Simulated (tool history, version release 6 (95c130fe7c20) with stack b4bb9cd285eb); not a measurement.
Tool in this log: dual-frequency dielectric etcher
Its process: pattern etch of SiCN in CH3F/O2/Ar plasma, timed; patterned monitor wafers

run  hour  source power (kW)  bias power (kW)  etch time (s)  mean etch depth across the wafer (Å)
  1     0               0.41            0.053             84                                321.77
  2   5.4               0.38            0.053             84                                313.09
  3   7.1               0.38            0.053             84                                312.57
  4  13.1               0.38            0.061             84                                327.34
  5  21.8               0.38            0.068             84                                335.65
  6    27               0.38            0.074             84                                 344.4
  7  29.1               0.35             0.07             84                                329.44
  8    30               0.32            0.067             84                                315.11
  9  33.3                0.3            0.065             84                                304.46

Run 10 comes next. What will it give?
 10  35.8               0.25            0.061             84                                     ?

For run 10 the tool returned mean etch depth across the wafer (Å) 278.04.

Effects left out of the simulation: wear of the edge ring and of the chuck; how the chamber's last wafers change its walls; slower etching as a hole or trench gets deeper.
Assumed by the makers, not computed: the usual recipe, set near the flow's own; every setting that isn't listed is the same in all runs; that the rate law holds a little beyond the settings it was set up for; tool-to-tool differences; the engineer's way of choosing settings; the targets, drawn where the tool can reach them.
